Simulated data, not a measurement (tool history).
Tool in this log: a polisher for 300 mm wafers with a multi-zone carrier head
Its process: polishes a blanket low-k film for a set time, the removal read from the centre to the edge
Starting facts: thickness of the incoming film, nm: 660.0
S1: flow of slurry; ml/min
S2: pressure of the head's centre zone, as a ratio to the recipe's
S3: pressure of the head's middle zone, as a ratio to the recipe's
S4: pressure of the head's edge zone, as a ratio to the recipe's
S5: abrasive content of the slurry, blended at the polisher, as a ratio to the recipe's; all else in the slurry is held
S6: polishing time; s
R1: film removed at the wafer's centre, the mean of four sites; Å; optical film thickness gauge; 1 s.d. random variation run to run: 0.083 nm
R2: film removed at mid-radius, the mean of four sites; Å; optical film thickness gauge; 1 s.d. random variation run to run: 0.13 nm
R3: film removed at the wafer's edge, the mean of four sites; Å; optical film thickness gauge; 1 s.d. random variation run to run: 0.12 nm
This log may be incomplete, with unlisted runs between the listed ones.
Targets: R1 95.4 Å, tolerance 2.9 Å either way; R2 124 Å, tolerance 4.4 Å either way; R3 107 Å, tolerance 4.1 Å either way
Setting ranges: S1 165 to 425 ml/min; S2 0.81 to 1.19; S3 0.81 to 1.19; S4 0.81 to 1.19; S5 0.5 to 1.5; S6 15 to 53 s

run  hour   S1    S2    S3    S4    S5  S6      R1      R2      R3
  1     0  275     1     1     1     1  34  84.624  87.878  84.979
  2   7.2  275     1     1  1.04     1  34  82.932  89.154  86.124
  3   8.2  280     1  1.03  1.07  1.05  34   86.69  92.929  91.622
  4  10.5  285  0.97  1.06  1.05   1.1  34  85.067  96.814  90.237
  5  17.3  285  0.97  1.06  1.05  1.25  34  90.732  102.66  96.968
  6  25.7  285  0.97  1.06  1.05  1.05  34  84.607  94.699  90.053
  7  29.4  285  0.96  1.09  1.05  1.15  34  86.426  102.29  94.837
  8  37.4  290  0.96  1.11  1.05   1.2  34  89.253  105.17  96.677
  9  45.4  295  0.95  1.13  1.05  1.25  34  89.063  109.62  99.534
 10  53.7  300  0.95  1.14  1.04   1.3  34  90.628  113.23  97.429
 11  57.8  305  0.95  1.15  1.05   1.3  34  92.181  111.05  99.766
 12  61.7  295  0.95  1.16  1.05  1.35  34   91.36  115.37  100.49

Exactly one of the 5 candidate moves below puts every result within its allowed miss. Which one?
  A  65.6  285  0.85  1.19  1.08  1.35  35   ?   ?   ?
  B  65.6  305  0.93  1.18  1.07  1.35  36   ?   ?   ?
  C  65.6  165  1.07  1.19  1.06   1.5  34   ?   ?   ?
  D  65.6  325   1.1  1.17   1.1   1.5  30   ?   ?   ?
  E  65.6  280  0.85  1.16  1.12   1.3  37   ?   ?   ?

move      R1      R2      R3
   A  83.674  122.11  103.15
   B  94.985  125.53   106.3
   C  97.322  113.56  97.414
   D  98.454   108.9  93.898
   E   86.84     124  108.78
A: brings the last run's worst result on target, with another outside its allowed miss
B: in spec on every target
C: the biggest miss grows against the last run
D: the biggest miss grows against the last run
E: brings the last run's worst result on target, with another outside its allowed miss
The move that meets every target is B.
